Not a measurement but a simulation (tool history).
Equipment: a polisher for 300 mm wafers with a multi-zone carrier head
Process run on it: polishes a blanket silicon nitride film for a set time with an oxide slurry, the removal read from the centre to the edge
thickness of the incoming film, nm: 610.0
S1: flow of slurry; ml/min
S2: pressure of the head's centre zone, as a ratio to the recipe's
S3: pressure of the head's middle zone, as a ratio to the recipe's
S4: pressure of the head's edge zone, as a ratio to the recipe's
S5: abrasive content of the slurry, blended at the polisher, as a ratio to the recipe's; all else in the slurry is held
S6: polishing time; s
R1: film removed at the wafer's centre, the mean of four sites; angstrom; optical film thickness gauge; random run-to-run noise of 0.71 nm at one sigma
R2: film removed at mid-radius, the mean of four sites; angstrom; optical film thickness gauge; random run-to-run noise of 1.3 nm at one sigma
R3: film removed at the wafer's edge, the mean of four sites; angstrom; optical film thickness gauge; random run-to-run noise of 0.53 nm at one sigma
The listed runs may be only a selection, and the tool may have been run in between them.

Run 1, day 0: S1 240 ml/min, S2 1, S3 1, S4 1, S5 1, S6 88 s. Result: R1 617.2 angstrom, R2 644.98 angstrom, R3 630.66 angstrom.
Run 2, day 0.092: S1 240 ml/min, S2 1, S3 1.06, S4 1, S5 1, S6 88 s. Result: R1 616.4 angstrom, R2 670.55 angstrom, R3 621.44 angstrom.
Run 3, day 0.458: S1 250 ml/min, S2 1.01, S3 1.06, S4 1.04, S5 1.15, S6 89 s. Result: R1 667.89 angstrom, R2 725.25 angstrom, R3 687.59 angstrom.
Run 4, day 0.671: S1 250 ml/min, S2 1.01, S3 1.06, S4 1.04, S5 1.05, S6 89 s. Result: R1 645.92 angstrom, R2 694.32 angstrom, R3 659.87 angstrom.
Run 5, day 0.933: S1 260 ml/min, S2 1.03, S3 1.07, S4 1.07, S5 1.2, S6 90 s. Result: R1 697.4 angstrom, R2 753.58 angstrom, R3 720.09 angstrom.
Run 6, day 1.021: S1 260 ml/min, S2 1.03, S3 1.07, S4 1.07, S5 1.1, S6 90 s. Result: R1 667.27 angstrom, R2 724.54 angstrom, R3 701.14 angstrom.
Run 7, day 1.367: S1 275 ml/min, S2 1.07, S3 1.09, S4 1.1, S5 1.2, S6 90 s. Result: R1 731.27 angstrom, R2 772.07 angstrom, R3 730.27 angstrom.
Run 8, day 1.642: S1 280 ml/min, S2 1.08, S3 1.09, S4 1.12, S5 1.3, S6 91 s. Result: R1 777.75 angstrom, R2 813.02 angstrom, R3 771.33 angstrom.
Run 9, day 1.738: S1 285 ml/min, S2 1.08, S3 1.09, S4 1.14, S5 1.35, S6 92 s. Result: R1 793.13 angstrom, R2 807.05 angstrom, R3 790.83 angstrom.

The next listed run, before its measurement:
Run 10, day 1.9: S1 285 ml/min, S2 1.07, S3 1.1, S4 1.15, S5 1.4, S6 93 s. Result: R1 ?, R2 ?, R3 ?.

{"run 10": {"R1": 807.46, "R2": 861.4, "R3": 815.15}}

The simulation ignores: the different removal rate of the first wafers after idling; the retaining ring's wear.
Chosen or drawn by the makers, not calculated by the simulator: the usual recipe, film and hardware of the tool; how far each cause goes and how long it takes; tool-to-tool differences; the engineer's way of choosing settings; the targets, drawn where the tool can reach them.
